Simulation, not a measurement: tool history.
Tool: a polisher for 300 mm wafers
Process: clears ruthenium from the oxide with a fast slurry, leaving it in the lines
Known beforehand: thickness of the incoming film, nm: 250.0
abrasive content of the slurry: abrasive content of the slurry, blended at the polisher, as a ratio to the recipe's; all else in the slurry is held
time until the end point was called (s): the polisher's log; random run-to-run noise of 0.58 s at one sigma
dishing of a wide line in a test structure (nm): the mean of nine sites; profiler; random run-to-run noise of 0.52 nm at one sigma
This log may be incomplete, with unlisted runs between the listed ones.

run,day,flow of slurry (ml/min),pressure of the wafer on the pad (kPa),speed of the pad under the wafer (cm/s),abrasive content of the slurry,overpolish time after the end point (s),time until the end point was called (s),dishing of a wide line in a test structure (nm)
1,0.000,210,20.7,100,1.00,25,51.254,29.778
2,0.083,210,20.7,84,1.00,25,60.236,29.509
3,0.212,210,23.4,90,1.00,24,51.301,29.115
4,0.571,210,23.4,90,1.00,31,51.062,30.825
5,0.800,210,23.4,90,1.10,31,46.763,30.236
6,0.875,210,23.4,90,1.25,31,44.531,31.465
7,1.192,210,25.5,92,1.25,30,42.763,31.572

Expected results for the next run?
8,1.562,210,26.9,102,1.25,27,?,?

time until the end point was called (s): 37.381
dishing of a wide line in a test structure (nm): 31.008
